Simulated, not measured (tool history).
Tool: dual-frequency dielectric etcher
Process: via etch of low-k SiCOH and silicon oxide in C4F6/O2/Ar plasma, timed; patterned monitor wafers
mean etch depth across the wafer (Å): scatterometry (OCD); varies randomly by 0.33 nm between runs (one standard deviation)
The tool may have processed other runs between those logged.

| run | day | source power (kW) | bias power (kW) | etch time (s) | mean etch depth across the wafer (Å) |
|---|---|---|---|---|---|
| 1 | 0.000 | 0.360 | 0.170 | 27.5 | 581.55 |
| 2 | 0.167 | 0.350 | 0.169 | 27.5 | 576.77 |
| 3 | 0.321 | 0.350 | 0.169 | 27.5 | 565.89 |
| 4 | 0.596 | 0.400 | 0.169 | 27.5 | 604.91 |
| 5 | 0.800 | 0.390 | 0.168 | 27.5 | 594.20 |
| 6 | 0.900 | 0.380 | 0.167 | 27.5 | 589.86 |
| 7 | 1.117 | 0.370 | 0.166 | 27.5 | 579.38 |
| 8 | 1.371 | 0.360 | 0.165 | 27.5 | 575.17 |

Run 9 has not been measured yet. What should we expect?
| 9 | 1.679 | 0.350 | 0.164 | 27.5 | ? |

mean etch depth across the wafer (Å): 567.75
